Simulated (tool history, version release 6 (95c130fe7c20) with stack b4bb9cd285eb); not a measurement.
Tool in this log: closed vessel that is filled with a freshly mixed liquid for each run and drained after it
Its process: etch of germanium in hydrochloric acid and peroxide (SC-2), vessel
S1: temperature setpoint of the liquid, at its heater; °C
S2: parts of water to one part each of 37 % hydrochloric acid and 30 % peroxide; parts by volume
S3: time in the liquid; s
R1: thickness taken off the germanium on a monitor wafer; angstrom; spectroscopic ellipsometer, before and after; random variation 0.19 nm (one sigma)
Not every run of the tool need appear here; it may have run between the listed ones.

run	hour	S1	S2	S3	R1
1	0.0	51.0	6	30	396.61
2	6.9	54.0	6	30	434.29
3	16.0	47.0	6	30	344.70
4	21.7	51.0	6	30	397.20
5	28.8	54.0	6	30	433.13
6	31.2	59.5	6	30	516.15

Expected results for the next run?
7	32.4	60.0	6	30	?

{"run 7": {"R1": 524.91}}
